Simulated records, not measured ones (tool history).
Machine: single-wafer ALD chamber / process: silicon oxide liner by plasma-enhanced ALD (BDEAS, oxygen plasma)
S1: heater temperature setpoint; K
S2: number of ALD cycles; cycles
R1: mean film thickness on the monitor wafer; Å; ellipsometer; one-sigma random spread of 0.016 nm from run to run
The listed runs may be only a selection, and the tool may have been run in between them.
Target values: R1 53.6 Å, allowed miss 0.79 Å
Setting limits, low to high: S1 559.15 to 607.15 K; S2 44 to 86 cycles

| run | hour | S1 | S2 | R1 |
|---|---|---|---|---|
| 1 | 0 | 583.15 | 65 | 62.469 |
| 2 | 5.3 | 583.15 | 62 | 59.661 |
| 3 | 10 | 574.15 | 62 | 60.424 |
| 4 | 11 | 575.15 | 60 | 58.216 |
| 5 | 12.2 | 571.15 | 60 | 59.286 |
| 6 | 14 | 576.15 | 60 | 58.537 |
| 7 | 15 | 577.15 | 59 | 57.606 |
| 8 | 21.2 | 578.15 | 58 | 55.893 |
| 9 | 22.5 | 580.15 | 58 | 56.004 |
| 10 | 28.8 | 582.15 | 58 | 55.989 |
| 11 | 34.9 | 582.15 | 58 | 55.864 |
| 12 | 43 | 583.15 | 58 | 55.468 |
| 13 | 44.2 | 584.15 | 58 | 55.518 |
| 14 | 44.8 | 586.15 | 55 | 52.68 |
| 15 | 53.7 | 585.15 | 55 | 52.967 |
| 16 | 56 | 584.15 | 55 | 52.719 |

5 next moves are on the table. One of them brings every result within its allowed miss. Which?
| A | 58.3 | 595.15 | 55 | ? |
| B | 58.3 | 585.15 | 54 | ? |
| C | 58.3 | 603.15 | 56 | ? |
| D | 58.3 | 576.15 | 55 | ? |
| E | 58.3 | 574.15 | 53 | ? |

| move | R1 |
|---|---|
| A | 51.788 |
| B | 51.684 |
| C | 52.034 |
| D | 53.41 |
| E | 51.662 |
A: further off than the last run
B: further off than the last run
C: further off than the last run
D: meets every target
E: further off than the last run
Correct choice: D, which meets every target
